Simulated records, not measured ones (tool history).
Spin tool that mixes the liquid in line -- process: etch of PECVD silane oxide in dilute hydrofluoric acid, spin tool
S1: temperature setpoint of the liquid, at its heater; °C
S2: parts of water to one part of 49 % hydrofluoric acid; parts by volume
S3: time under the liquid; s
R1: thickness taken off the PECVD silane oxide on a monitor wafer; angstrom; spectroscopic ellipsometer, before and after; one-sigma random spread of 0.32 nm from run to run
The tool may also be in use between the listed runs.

Run 1, day 0: S1 21 °C, S2 95 parts by volume, S3 55 s. Result: R1 218.23 angstrom.
Run 2, day 0.358: S1 21 °C, S2 80 parts by volume, S3 55 s. Result: R1 262.4 angstrom.
Run 3, day 0.567: S1 21 °C, S2 115 parts by volume, S3 55 s. Result: R1 175.56 angstrom.
Run 4, day 0.654: S1 21 °C, S2 115 parts by volume, S3 40 s. Result: R1 127.95 angstrom.
Run 5, day 0.9: S1 22.5 °C, S2 105 parts by volume, S3 40 s. Result: R1 151.23 angstrom.
Run 6, day 1.171: S1 22.5 °C, S2 90 parts by volume, S3 40 s. Result: R1 176.24 angstrom.
Run 7, day 1.308: S1 26.5 °C, S2 50 parts by volume, S3 40 s. Result: R1 396.45 angstrom.
Run 8, day 1.583: S1 25.5 °C, S2 50 parts by volume, S3 40 s. Result: R1 383.68 angstrom.
Run 9, day 1.733: S1 25 °C, S2 50 parts by volume, S3 40 s. Result: R1 377.01 angstrom.
Run 10, day 2.025: S1 24.5 °C, S2 50 parts by volume, S3 40 s. Result: R1 368.13 angstrom.

The next listed run, before its measurement:
Run 11, day 2.058: S1 24 °C, S2 50 parts by volume, S3 40 s. Result: R1 ?.

{"run 11": {"R1": 355.7}}

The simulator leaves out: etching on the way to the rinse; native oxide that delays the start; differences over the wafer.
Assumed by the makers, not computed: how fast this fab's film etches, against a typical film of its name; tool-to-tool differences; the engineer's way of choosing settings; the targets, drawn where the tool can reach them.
